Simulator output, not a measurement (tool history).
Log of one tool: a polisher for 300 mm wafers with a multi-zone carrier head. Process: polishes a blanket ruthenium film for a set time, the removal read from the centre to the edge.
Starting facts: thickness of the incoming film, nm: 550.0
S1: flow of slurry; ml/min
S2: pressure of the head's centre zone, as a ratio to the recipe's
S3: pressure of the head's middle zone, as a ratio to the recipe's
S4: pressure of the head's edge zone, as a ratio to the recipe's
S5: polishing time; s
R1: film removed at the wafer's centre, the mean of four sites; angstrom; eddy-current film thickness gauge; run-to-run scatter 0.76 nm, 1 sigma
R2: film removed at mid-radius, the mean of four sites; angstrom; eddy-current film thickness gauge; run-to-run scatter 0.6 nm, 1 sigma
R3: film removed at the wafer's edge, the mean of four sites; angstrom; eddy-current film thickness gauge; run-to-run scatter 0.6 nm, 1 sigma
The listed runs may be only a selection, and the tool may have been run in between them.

{"run": 1, "hour": 0.0, "S1": 215, "S2": 1.0, "S3": 1.0, "S4": 1.0, "S5": 40, "R1": 490.14, "R2": 527.46, "R3": 505.02}
{"run": 2, "hour": 2.4, "S1": 235, "S2": 1.0, "S3": 1.0, "S4": 1.0, "S5": 40, "R1": 488.43, "R2": 541.7, "R3": 515.22}
{"run": 3, "hour": 10.8, "S1": 255, "S2": 1.0, "S3": 1.02, "S4": 1.05, "S5": 42, "R1": 520.6, "R2": 574.91, "R3": 548.58}
{"run": 4, "hour": 12.7, "S1": 260, "S2": 0.97, "S3": 1.03, "S4": 1.08, "S5": 45, "R1": 550.23, "R2": 633.89, "R3": 604.52}
{"run": 5, "hour": 21.4, "S1": 260, "S2": 0.97, "S3": 1.07, "S4": 1.08, "S5": 45, "R1": 547.27, "R2": 650.38, "R3": 605.56}
{"run": 6, "hour": 24.1, "S1": 260, "S2": 0.97, "S3": 1.07, "S4": 1.08, "S5": 37, "R1": 449.9, "R2": 532.41, "R3": 490.95}
{"run": 7, "hour": 31.1, "S1": 260, "S2": 0.95, "S3": 1.07, "S4": 1.1, "S5": 41, "R1": 489.22, "R2": 588.05, "R3": 552.04}

Expected results for the next run?
{"run": 8, "hour": 33.3, "S1": 260, "S2": 0.94, "S3": 1.07, "S4": 1.12, "S5": 44, "R1": "?", "R2": "?", "R3": "?"}

{"run 8": {"R1": 513.75, "R2": 636.56, "R3": 597.92}}
